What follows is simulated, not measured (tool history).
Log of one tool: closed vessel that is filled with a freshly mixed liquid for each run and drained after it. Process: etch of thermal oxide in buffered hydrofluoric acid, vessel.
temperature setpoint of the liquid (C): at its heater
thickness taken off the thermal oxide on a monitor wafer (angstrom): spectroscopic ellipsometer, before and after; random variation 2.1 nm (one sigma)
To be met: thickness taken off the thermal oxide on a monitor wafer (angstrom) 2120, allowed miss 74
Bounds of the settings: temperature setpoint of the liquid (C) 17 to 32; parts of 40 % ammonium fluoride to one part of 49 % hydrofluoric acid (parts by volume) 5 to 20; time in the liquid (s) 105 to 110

| run | hour | temperature setpoint of the liquid (C) | parts of 40 % ammonium fluoride to one part of 49 % hydrofluoric acid (parts by volume) | time in the liquid (s) | thickness taken off the thermal oxide on a monitor wafer (angstrom) |
|---|---|---|---|---|---|
| 1 | 0 | 25 | 12 | 105 | 1146.9 |
| 2 | 3 | 26 | 11.5 | 105 | 1237.2 |
| 3 | 12.1 | 26 | 9 | 105 | 1509.9 |
| 4 | 15.2 | 23.5 | 9 | 105 | 1333 |
| 5 | 16.2 | 24.5 | 9 | 105 | 1379.1 |
| 6 | 17.5 | 22.5 | 9 | 105 | 1261.4 |
| 7 | 19.4 | 23.5 | 9 | 105 | 1314.2 |
| 8 | 22.2 | 24.5 | 9 | 105 | 1408.9 |
| 9 | 28.8 | 28.5 | 8.5 | 105 | 1884.8 |
| 10 | 31.1 | 29.5 | 8.5 | 105 | 1936.7 |

Which of these 4 next moves meets every target?
| A | 33.4 | 29.5 | 8 | 105 | ? |
| B | 33.4 | 32 | 8.5 | 110 | ? |
| C | 33.4 | 27.5 | 9 | 110 | ? |
| D | 33.4 | 29 | 7.5 | 110 | ? |

| move | thickness taken off the thermal oxide on a monitor wafer (angstrom) |
|---|---|
| A | 2083.1 |
| B | 2328.3 |
| C | 1728 |
| D | 2279.1 |
A: meets every target
B: takes the result that was furthest off past its target
C: further off than the last run
D: takes the result that was furthest off past its target
Answer: A

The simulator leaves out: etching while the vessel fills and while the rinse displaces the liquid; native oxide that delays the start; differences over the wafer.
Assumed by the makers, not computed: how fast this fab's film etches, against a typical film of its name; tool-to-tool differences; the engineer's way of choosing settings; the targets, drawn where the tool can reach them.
